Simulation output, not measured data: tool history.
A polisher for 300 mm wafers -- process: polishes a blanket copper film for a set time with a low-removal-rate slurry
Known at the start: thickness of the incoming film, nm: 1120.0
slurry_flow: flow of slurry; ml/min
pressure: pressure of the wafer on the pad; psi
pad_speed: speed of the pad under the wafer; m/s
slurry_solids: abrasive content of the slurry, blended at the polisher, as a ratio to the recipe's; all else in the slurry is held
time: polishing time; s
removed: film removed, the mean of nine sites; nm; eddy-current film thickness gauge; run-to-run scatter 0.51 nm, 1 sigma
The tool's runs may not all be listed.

{"run": 1, "hour": 0.0, "slurry_flow": 225, "pressure": 2.3, "pad_speed": 1.04, "slurry_solids": 1.0, "time": 58, "removed": 115.99}
{"run": 2, "hour": 1.9, "slurry_flow": 225, "pressure": 1.9, "pad_speed": 0.94, "slurry_solids": 1.0, "time": 58, "removed": 89.187}
{"run": 3, "hour": 7.9, "slurry_flow": 225, "pressure": 1.9, "pad_speed": 0.94, "slurry_solids": 1.0, "time": 58, "removed": 88.068}
{"run": 4, "hour": 9.2, "slurry_flow": 225, "pressure": 1.7, "pad_speed": 0.88, "slurry_solids": 1.0, "time": 58, "removed": 72.852}
{"run": 5, "hour": 13.8, "slurry_flow": 225, "pressure": 1.5, "pad_speed": 0.86, "slurry_solids": 1.0, "time": 58, "removed": 63.622}
{"run": 6, "hour": 19.8, "slurry_flow": 225, "pressure": 1.4, "pad_speed": 0.84, "slurry_solids": 1.0, "time": 58, "removed": 59.095}
{"run": 7, "hour": 23.5, "slurry_flow": 225, "pressure": 1.3, "pad_speed": 0.84, "slurry_solids": 1.0, "time": 58, "removed": 55.43}

The next listed run, before its measurement:
{"run": 8, "hour": 27.9, "slurry_flow": 225, "pressure": 1.2, "pad_speed": 0.84, "slurry_solids": 1.0, "time": 58, "removed": "?"}

removed: 51.052 nm
